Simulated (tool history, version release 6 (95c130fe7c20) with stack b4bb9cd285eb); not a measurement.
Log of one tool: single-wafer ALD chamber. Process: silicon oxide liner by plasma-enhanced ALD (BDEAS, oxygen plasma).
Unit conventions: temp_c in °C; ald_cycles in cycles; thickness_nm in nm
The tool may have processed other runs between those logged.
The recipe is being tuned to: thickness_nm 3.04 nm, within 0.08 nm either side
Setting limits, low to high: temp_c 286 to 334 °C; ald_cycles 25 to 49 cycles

run	hour	temp_c	ald_cycles	thickness_nm
1	0	310	37	3.3849
2	4.4	310	36	3.3065
3	13.2	315	36	3.2394
4	17.2	315	39	3.5332
5	19.1	316	38	3.4268
6	26.3	310	38	3.4566
7	29.2	310	37	3.3643
8	31.9	310	36	3.3105
9	38.5	311	35	3.2048

Which one of the following 5 next-run settings gets every result inside its allowed miss? There is exactly one.
A	45.1	312	33	?
B	45.1	304	38	?
C	45.1	319	37	?
D	45.1	307	39	?
E	45.1	308	37	?

move	thickness_nm
A	2.9833
B	3.4697
C	3.3156
D	3.5478
E	3.3617
A: all results in spec
B: the biggest miss grows against the last run
C: the biggest miss grows against the last run
D: the biggest miss grows against the last run
E: the biggest miss grows against the last run
Correct choice: A, which meets every target

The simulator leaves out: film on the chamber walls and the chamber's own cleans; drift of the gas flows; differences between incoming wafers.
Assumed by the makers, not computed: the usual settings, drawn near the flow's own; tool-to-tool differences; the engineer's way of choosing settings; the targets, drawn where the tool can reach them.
